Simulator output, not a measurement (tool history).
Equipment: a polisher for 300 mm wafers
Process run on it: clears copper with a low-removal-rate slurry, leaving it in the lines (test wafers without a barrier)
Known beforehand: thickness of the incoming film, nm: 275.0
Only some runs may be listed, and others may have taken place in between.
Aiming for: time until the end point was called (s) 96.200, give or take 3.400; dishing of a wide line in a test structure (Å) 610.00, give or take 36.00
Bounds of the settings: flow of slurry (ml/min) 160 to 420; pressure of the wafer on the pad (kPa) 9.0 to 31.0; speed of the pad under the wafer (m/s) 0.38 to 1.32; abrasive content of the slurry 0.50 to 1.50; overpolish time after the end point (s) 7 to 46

| run | hour | flow of slurry (ml/min) | pressure of the wafer on the pad (kPa) | speed of the pad under the wafer (m/s) | abrasive content of the slurry | overpolish time after the end point (s) | time until the end point was called (s) | dishing of a wide line in a test structure (Å) |
|---|---|---|---|---|---|---|---|---|
| 1 | 0.0 | 270 | 20.0 | 0.84 | 1.00 | 24 | 106.820 | 397.62 |
| 2 | 7.7 | 305 | 20.0 | 0.84 | 1.00 | 24 | 104.400 | 393.99 |
| 3 | 16.7 | 305 | 16.5 | 0.84 | 1.00 | 24 | 124.750 | 344.40 |
| 4 | 21.4 | 360 | 16.5 | 0.84 | 1.00 | 24 | 125.070 | 343.65 |
| 5 | 28.9 | 360 | 16.5 | 0.84 | 1.00 | 16 | 126.240 | 237.37 |
| 6 | 37.1 | 360 | 17.2 | 0.84 | 1.00 | 18 | 120.250 | 274.91 |
| 7 | 45.2 | 360 | 17.9 | 0.84 | 1.00 | 20 | 116.360 | 317.82 |
| 8 | 52.4 | 360 | 18.6 | 0.84 | 1.00 | 21 | 112.130 | 338.62 |
| 9 | 58.6 | 360 | 19.3 | 0.84 | 1.00 | 22 | 110.050 | 374.23 |
| 10 | 67.5 | 360 | 20.0 | 0.84 | 1.00 | 23 | 104.580 | 397.38 |

4 next moves are on the table. One of them brings every result within its allowed miss. Which?
| A | 76.4 | 385 | 20.7 | 0.86 | 1.05 | 35 | ? | ? |
| B | 76.4 | 355 | 19.3 | 0.86 | 0.85 | 16 | ? | ? |
| C | 76.4 | 420 | 21.4 | 0.90 | 1.00 | 28 | ? | ? |
| D | 76.4 | 385 | 22.8 | 0.86 | 1.10 | 27 | ? | ? |

| move | time until the end point was called (s) | dishing of a wide line in a test structure (Å) |
|---|---|---|
| A | 95.950 | 590.19 |
| B | 108.680 | 269.38 |
| C | 89.441 | 522.86 |
| D | 86.473 | 524.07 |
A: hits every target within its allowed miss
B: its largest miss is bigger than the last run's
C: closer than the last run, but not yet in spec
D: closer than the last run, but not yet in spec
A meets every target.

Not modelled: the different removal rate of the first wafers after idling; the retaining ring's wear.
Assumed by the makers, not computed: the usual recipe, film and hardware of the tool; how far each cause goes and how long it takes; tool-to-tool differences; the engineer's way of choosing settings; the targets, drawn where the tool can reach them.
